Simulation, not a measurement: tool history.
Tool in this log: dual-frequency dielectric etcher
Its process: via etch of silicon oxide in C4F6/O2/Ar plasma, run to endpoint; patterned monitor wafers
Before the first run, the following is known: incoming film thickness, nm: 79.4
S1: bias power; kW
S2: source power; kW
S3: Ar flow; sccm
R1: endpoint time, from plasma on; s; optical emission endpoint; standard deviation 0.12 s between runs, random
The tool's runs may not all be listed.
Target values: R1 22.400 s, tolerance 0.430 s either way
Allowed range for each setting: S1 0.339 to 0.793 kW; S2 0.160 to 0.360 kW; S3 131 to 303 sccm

run    day     S1     S2   S3      R1
  1  0.000  0.566  0.260  217  19.336
  2  0.246  0.530  0.260  218  19.792
  3  0.325  0.499  0.260  219  20.122
  4  0.625  0.499  0.260  186  19.773
  5  0.854  0.472  0.250  187  20.587
  6  0.929  0.472  0.290  187  19.314
  7  1.229  0.448  0.280  189  20.149
  8  1.258  0.428  0.280  190  20.375
  9  1.417  0.412  0.280  191  20.389
 10  1.567  0.398  0.270  192  21.097
 11  1.646  0.387  0.270  193  21.308
 12  1.733  0.378  0.270  194  21.449

Which one of the following 5 next-run settings gets every result inside its allowed miss? There is exactly one.
  A  1.821  0.340  0.230  158   ?
  B  1.821  0.373  0.240  164   ?
  C  1.821  0.375  0.220  185   ?
  D  1.821  0.400  0.270  196   ?
  E  1.821  0.391  0.220  218   ?

move      R1
   A  23.365
   B  22.379
   C  23.401
   D  21.164
   E  23.420
A: takes the biggest miss from the last run beyond its target
B: hits every target within its allowed miss
C: takes the biggest miss from the last run beyond its target
D: misses by more than the last run did
E: takes the biggest miss from the last run beyond its target
Go with B: it meets all targets.
